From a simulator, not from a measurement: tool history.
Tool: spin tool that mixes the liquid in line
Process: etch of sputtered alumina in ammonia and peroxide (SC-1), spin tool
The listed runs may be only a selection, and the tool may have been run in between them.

| run | hour | temperature setpoint of the liquid (°C) | parts of 29 % ammonia solution to one part of 30 % peroxide (parts by volume) | time under the liquid (s) | thickness taken off the sputtered alumina on a monitor wafer (angstrom) |
|---|---|---|---|---|---|
| 1 | 0.0 | 46.0 | 0.60 | 90 | 35.207 |
| 2 | 6.7 | 48.5 | 0.60 | 90 | 40.778 |
| 3 | 9.2 | 48.5 | 0.60 | 90 | 40.797 |
| 4 | 15.4 | 50.5 | 0.60 | 90 | 45.772 |
| 5 | 21.4 | 50.5 | 0.60 | 70 | 35.277 |
| 6 | 23.6 | 53.5 | 0.65 | 70 | 41.678 |

Run 7 is up next; what results do you expect?
| 7 | 31.4 | 55.5 | 0.65 | 70 | ? |

{"run 7": {"thickness taken off the sputtered alumina on a monitor wafer (angstrom)": 46.276}}
